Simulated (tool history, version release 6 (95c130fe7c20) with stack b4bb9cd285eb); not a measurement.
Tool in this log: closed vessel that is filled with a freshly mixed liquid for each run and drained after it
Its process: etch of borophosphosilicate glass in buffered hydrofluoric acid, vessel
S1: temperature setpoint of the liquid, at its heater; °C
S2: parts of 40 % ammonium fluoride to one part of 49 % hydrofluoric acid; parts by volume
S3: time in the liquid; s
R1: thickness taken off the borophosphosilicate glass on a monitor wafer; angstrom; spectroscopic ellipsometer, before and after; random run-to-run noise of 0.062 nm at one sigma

{"run": 1, "hour": 0.0, "S1": 20, "S2": 21, "S3": 30, "R1": 196}
{"run": 2, "hour": 0.9, "S1": 19.5, "S2": 21, "S3": 30, "R1": 190.34}
{"run": 3, "hour": 8.8, "S1": 19.5, "S2": 21, "S3": 30, "R1": 191.85}
{"run": 4, "hour": 16.4, "S1": 17, "S2": 21, "S3": 30, "R1": 165.85}
{"run": 5, "hour": 21.5, "S1": 17, "S2": 15.5, "S3": 30, "R1": 222.83}
{"run": 6, "hour": 26.1, "S1": 20, "S2": 15.5, "S3": 30, "R1": 261.86}
{"run": 7, "hour": 34.8, "S1": 19.5, "S2": 17, "S3": 30, "R1": 230.98}

Predict the results of run 8:
{"run": 8, "hour": 39.1, "S1": 19, "S2": 18, "S3": 30, "R1": "?"}

{"run 8": {"R1": 212.76}}

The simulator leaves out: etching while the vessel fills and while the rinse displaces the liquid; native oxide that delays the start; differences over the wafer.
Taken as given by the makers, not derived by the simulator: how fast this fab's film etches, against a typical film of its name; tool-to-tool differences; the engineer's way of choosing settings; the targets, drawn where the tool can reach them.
